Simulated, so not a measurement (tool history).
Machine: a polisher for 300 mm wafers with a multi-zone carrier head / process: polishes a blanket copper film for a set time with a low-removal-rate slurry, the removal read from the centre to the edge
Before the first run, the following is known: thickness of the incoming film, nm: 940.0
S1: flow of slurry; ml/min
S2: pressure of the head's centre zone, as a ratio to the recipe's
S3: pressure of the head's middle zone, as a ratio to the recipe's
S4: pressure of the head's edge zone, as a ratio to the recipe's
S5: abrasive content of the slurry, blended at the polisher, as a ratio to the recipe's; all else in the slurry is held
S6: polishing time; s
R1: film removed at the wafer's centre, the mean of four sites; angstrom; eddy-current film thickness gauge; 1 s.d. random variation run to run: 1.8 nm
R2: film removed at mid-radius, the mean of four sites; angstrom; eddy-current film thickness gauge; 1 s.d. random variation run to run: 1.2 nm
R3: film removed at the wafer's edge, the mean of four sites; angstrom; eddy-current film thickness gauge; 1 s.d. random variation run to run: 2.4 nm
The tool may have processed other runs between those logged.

run	hour	S1	S2	S3	S4	S5	S6	R1	R2	R3
1	0	280	1	1	1	1	34	1312.7	1277.7	1308.3
2	5.2	280	1	1	0.92	1	34	1313.3	1282.3	1296.7
3	6	275	1.01	1	0.94	1.15	36	1424	1361.5	1395.9
4	13	305	1.01	1	0.94	1.15	36	1437.4	1398.4	1438.2
5	19.6	305	1.01	0.96	0.94	1.15	36	1435.9	1333.1	1442
6	20.2	335	1.03	0.99	0.96	1.25	37	1526	1450.3	1513.4
7	20.9	345	1.04	0.99	0.97	1.35	38	1641.8	1501.9	1635.8

Predict the results of run 8:
8	22.7	355	1.05	1.01	0.97	1.4	38	?	?	?

{"run 8": {"R1": 1668.9, "R2": 1568.5, "R3": 1636.7}}

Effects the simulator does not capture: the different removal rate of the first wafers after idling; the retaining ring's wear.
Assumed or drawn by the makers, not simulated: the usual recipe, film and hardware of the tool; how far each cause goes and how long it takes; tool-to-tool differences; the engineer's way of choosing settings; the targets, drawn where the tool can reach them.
